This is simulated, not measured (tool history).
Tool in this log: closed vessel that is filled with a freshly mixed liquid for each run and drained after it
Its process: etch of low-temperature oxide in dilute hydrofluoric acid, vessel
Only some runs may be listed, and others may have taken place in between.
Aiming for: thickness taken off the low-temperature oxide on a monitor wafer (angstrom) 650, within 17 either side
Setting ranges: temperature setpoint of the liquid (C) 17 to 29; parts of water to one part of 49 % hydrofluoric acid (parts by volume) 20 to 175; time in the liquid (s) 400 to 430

run,hour,temperature setpoint of the liquid (C),parts of water to one part of 49 % hydrofluoric acid (parts by volume),time in the liquid (s),thickness taken off the low-temperature oxide on a monitor wafer (angstrom)
1,0,21,95,400,860.2
2,3.4,20.5,95,400,840.41
3,11.8,20,95,400,820.26
4,14.2,21.5,95,400,876.83
5,22.9,21,95,400,861.2
6,31.8,21,95,430,917.67
7,38.8,20.5,100,430,862.22
8,39.4,17,120,430,598.54
9,40.1,17.5,120,430,619.59
10,45.3,18,120,430,628.3

Next run, 4 choices. One meets every target within its allowed miss, the rest don't. Which?
A,50.5,17,105,400,?
B,50.5,17,115,420,?
C,50.5,19,120,400,?
D,50.5,18,120,415,?

move,thickness taken off the low-temperature oxide on a monitor wafer (angstrom)
A,648.26
B,615.15
C,606.73
D,604.12
A: every result lands within tolerance
B: the biggest miss grows against the last run
C: the biggest miss grows against the last run
D: the biggest miss grows against the last run
A is the move that brings every result within its allowed miss.
